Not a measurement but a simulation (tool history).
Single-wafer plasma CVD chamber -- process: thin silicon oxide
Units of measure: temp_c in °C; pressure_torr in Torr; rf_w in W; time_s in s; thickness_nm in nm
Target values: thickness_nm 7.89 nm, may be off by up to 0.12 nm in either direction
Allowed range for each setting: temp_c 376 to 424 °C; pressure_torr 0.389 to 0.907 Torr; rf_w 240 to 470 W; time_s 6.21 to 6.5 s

| run | day | temp_c | pressure_torr | rf_w | time_s | thickness_nm |
|---|---|---|---|---|---|---|
| 1 | 0 | 400 | 0.648 | 355 | 6.5 | 10.877 |
| 2 | 0.254 | 400 | 0.648 | 355 | 6.5 | 10.869 |
| 3 | 0.525 | 400 | 0.591 | 355 | 6.5 | 9.9599 |
| 4 | 0.696 | 400 | 0.533 | 355 | 6.5 | 9.0164 |
| 5 | 0.875 | 400 | 0.533 | 380 | 6.5 | 9.3871 |
| 6 | 1.112 | 400 | 0.533 | 380 | 6.21 | 8.9198 |
| 7 | 1.404 | 400 | 0.511 | 380 | 6.21 | 8.5787 |
| 8 | 1.562 | 400 | 0.496 | 380 | 6.21 | 8.4048 |
| 9 | 1.671 | 400 | 0.485 | 380 | 6.21 | 8.1576 |
| 10 | 1.721 | 400 | 0.485 | 380 | 6.21 | 8.1187 |

4 candidate next runs follow, results not yet known. Just one meets every target within its allowed miss. Identify it.
| A | 1.771 | 397 | 0.455 | 370 | 6.21 | ? |
| B | 1.771 | 395 | 0.459 | 355 | 6.33 | ? |
| C | 1.771 | 393 | 0.431 | 405 | 6.5 | ? |
| D | 1.771 | 403 | 0.479 | 370 | 6.36 | ? |

| move | thickness_nm |
|---|---|
| A | 7.5741 |
| B | 7.623 |
| C | 7.8791 |
| D | 8.124 |
A: carries the result that was furthest off beyond its target, to the other side
B: carries the result that was furthest off beyond its target, to the other side
C: all results land within tolerance of their targets
D: just as far off the targets as the last run
C meets every target.
